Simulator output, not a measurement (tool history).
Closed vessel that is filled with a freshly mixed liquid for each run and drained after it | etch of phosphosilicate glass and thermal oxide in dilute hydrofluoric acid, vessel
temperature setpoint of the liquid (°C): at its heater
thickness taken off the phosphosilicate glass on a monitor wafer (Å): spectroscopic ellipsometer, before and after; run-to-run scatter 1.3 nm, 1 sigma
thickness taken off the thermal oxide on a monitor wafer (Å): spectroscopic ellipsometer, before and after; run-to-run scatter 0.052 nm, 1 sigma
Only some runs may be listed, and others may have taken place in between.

| run | day | temperature setpoint of the liquid (°C) | parts of water to one part of 49 % hydrofluoric acid (parts by volume) | time in the liquid (s) | thickness taken off the phosphosilicate glass on a monitor wafer (Å) | thickness taken off the thermal oxide on a monitor wafer (Å) |
|---|---|---|---|---|---|---|
| 1 | 0.000 | 23.0 | 85 | 60 | 1032.10 | 30.660 |
| 2 | 0.371 | 23.0 | 105 | 60 | 809.24 | 24.924 |
| 3 | 0.650 | 25.0 | 95 | 60 | 975.79 | 30.082 |
| 4 | 0.721 | 23.0 | 95 | 60 | 899.39 | 27.662 |
| 5 | 1.017 | 23.0 | 95 | 80 | 1206.10 | 35.762 |
| 6 | 1.158 | 25.0 | 90 | 80 | 1379.30 | 41.628 |
| 7 | 1.471 | 26.5 | 85 | 80 | 1560.80 | 47.209 |
| 8 | 1.688 | 27.5 | 85 | 80 | 1618.10 | 50.004 |
| 9 | 1.812 | 28.0 | 85 | 80 | 1631.40 | 49.706 |
| 10 | 1.938 | 28.5 | 85 | 80 | 1696.70 | 51.468 |

What will run 11 give?
| 11 | 2.271 | 28.5 | 85 | 80 | ? | ? |

thickness taken off the phosphosilicate glass on a monitor wafer (Å): 1663.20
thickness taken off the thermal oxide on a monitor wafer (Å): 51.638

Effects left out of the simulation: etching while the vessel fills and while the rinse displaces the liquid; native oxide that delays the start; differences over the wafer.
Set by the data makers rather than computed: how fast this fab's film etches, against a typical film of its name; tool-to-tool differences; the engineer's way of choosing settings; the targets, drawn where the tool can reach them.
